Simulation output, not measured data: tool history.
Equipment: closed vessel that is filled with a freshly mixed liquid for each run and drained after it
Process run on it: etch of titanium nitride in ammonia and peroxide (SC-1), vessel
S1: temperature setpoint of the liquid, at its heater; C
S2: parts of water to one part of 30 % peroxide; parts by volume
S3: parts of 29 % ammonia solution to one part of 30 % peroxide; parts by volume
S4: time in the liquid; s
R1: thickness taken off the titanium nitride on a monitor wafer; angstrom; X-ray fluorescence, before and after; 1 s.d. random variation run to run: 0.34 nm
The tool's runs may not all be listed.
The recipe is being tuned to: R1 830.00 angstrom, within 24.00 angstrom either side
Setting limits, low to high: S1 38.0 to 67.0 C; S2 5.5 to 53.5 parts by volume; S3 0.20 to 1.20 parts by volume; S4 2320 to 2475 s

{"run": 1, "hour": 0.0, "S1": 51.0, "S2": 29.5, "S3": 0.9, "S4": 2320, "R1": 660.79}
{"run": 2, "hour": 4.9, "S1": 51.5, "S2": 29.5, "S3": 0.9, "S4": 2320, "R1": 685.7}
{"run": 3, "hour": 12.6, "S1": 51.5, "S2": 29.5, "S3": 1.05, "S4": 2320, "R1": 704.32}
{"run": 4, "hour": 15.3, "S1": 52.0, "S2": 29.5, "S3": 1.05, "S4": 2320, "R1": 724.31}
{"run": 5, "hour": 24.8, "S1": 52.0, "S2": 39.5, "S3": 1.05, "S4": 2320, "R1": 615.48}
{"run": 6, "hour": 27.3, "S1": 52.0, "S2": 39.5, "S3": 1.05, "S4": 2475, "R1": 659.18}
{"run": 7, "hour": 30.9, "S1": 52.5, "S2": 39.5, "S3": 1.05, "S4": 2475, "R1": 682.5}
{"run": 8, "hour": 36.7, "S1": 56.0, "S2": 39.5, "S3": 1.05, "S4": 2475, "R1": 863.51}

Pick the move, out of 5, that brings all results within their allowed miss; only one does.
{"run": "A", "hour": 42.5, "S1": 55.0, "S2": 41.5, "S3": 1.15, "S4": 2400, "R1": "?"}
{"run": "B", "hour": 42.5, "S1": 56.0, "S2": 42.0, "S3": 1.05, "S4": 2320, "R1": "?"}
{"run": "C", "hour": 42.5, "S1": 59.0, "S2": 47.5, "S3": 1.05, "S4": 2365, "R1": "?"}
{"run": "D", "hour": 42.5, "S1": 57.0, "S2": 43.5, "S3": 1.15, "S4": 2320, "R1": "?"}
{"run": "E", "hour": 42.5, "S1": 56.5, "S2": 38.0, "S3": 1.2, "S4": 2375, "R1": "?"}

move=A R1=775.05
move=B R1=782.54
move=C R1=907.45
move=D R1=834.13
move=E R1=899.21
A: pushes the last run's worst result past its target
B: pushes the last run's worst result past its target
C: moves away from the targets compared with the last run
D: every result lands within tolerance
E: moves away from the targets compared with the last run
Answer: D
